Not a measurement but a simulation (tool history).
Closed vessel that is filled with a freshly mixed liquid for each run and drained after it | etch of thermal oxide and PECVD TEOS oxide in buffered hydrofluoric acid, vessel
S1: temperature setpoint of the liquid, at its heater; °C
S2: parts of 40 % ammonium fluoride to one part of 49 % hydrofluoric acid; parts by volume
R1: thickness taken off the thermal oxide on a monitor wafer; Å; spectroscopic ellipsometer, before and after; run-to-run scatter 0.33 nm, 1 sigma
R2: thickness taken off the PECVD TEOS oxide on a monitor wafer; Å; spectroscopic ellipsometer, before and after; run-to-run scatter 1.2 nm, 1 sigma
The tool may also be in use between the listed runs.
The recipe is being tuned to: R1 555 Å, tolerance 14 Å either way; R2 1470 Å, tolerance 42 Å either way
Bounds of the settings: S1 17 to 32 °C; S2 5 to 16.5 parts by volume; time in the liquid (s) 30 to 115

{"run": 1, "day": 0.0, "S1": 25, "S2": 10, "time in the liquid (s)": 60, "R1": 723.12, "R2": 1894.4}
{"run": 2, "day": 0.267, "S1": 25, "S2": 10, "time in the liquid (s)": 85, "R1": 1016.2, "R2": 2707.4}
{"run": 3, "day": 0.408, "S1": 25, "S2": 12, "time in the liquid (s)": 85, "R1": 860.03, "R2": 2247.7}
{"run": 4, "day": 0.45, "S1": 21.5, "S2": 12, "time in the liquid (s)": 85, "R1": 707.16, "R2": 1852.9}
{"run": 5, "day": 0.529, "S1": 19, "S2": 12, "time in the liquid (s)": 85, "R1": 616.61, "R2": 1641.3}
{"run": 6, "day": 0.746, "S1": 19, "S2": 12, "time in the liquid (s)": 60, "R1": 439.77, "R2": 1135.7}
{"run": 7, "day": 1.112, "S1": 20, "S2": 12, "time in the liquid (s)": 60, "R1": 461.34, "R2": 1218.1}
{"run": 8, "day": 1.392, "S1": 21, "S2": 12, "time in the liquid (s)": 60, "R1": 486.47, "R2": 1281.8}
{"run": 9, "day": 1.438, "S1": 21.5, "S2": 12, "time in the liquid (s)": 60, "R1": 495.63, "R2": 1324.9}
{"run": 10, "day": 1.65, "S1": 22, "S2": 12, "time in the liquid (s)": 60, "R1": 510.23, "R2": 1371.4}
{"run": 11, "day": 1.95, "S1": 22.5, "S2": 12, "time in the liquid (s)": 60, "R1": 525.5, "R2": 1373.1}

Below are 4 possible settings for the next run. Only one of them brings all results inside the allowed miss of their targets. Which is it?
{"run": "A", "day": 2.25, "S1": 18.5, "S2": 10.5, "time in the liquid (s)": 70, "R1": "?", "R2": "?"}
{"run": "B", "day": 2.25, "S1": 26.5, "S2": 15, "time in the liquid (s)": 55, "R1": "?", "R2": "?"}
{"run": "C", "day": 2.25, "S1": 17.5, "S2": 12.5, "time in the liquid (s)": 80, "R1": "?", "R2": "?"}
{"run": "D", "day": 2.25, "S1": 23.5, "S2": 12.5, "time in the liquid (s)": 55, "R1": "?", "R2": "?"}

move=A R1=562.51 R2=1481.1
move=B R1=484.54 R2=1275.8
move=C R1=512.24 R2=1348.7
move=D R1=492.34 R2=1296.4
A: all results in spec
B: the biggest miss grows against the last run
C: the biggest miss grows against the last run
D: the biggest miss grows against the last run
Correct choice: A, which meets every target

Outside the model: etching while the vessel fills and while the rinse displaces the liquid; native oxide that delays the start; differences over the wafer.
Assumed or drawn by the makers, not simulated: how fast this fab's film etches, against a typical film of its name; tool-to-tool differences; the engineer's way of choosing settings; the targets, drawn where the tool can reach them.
